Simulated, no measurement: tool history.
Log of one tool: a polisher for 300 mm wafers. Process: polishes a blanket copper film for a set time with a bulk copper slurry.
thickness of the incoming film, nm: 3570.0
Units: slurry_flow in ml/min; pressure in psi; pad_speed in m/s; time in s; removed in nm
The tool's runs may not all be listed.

| run | day | slurry_flow | pressure | pad_speed | slurry_solids | time | removed |
|---|---|---|---|---|---|---|---|
| 1 | 0.000 | 165 | 3.0 | 1.28 | 1.00 | 33 | 376.42 |
| 2 | 0.283 | 170 | 3.2 | 1.28 | 1.00 | 33 | 400.63 |
| 3 | 0.646 | 170 | 3.2 | 1.28 | 0.85 | 33 | 386.60 |
| 4 | 0.829 | 170 | 3.6 | 1.28 | 0.85 | 33 | 433.18 |
| 5 | 1.129 | 175 | 3.8 | 1.28 | 0.85 | 33 | 451.82 |
| 6 | 1.158 | 175 | 3.8 | 1.28 | 0.85 | 33 | 459.89 |
| 7 | 1.200 | 180 | 4.0 | 1.28 | 0.85 | 33 | 483.82 |

The next listed run, before its measurement:
| 8 | 1.233 | 180 | 4.1 | 1.30 | 0.85 | 33 | ? |

Run 8 gave removed 506.60 nm.
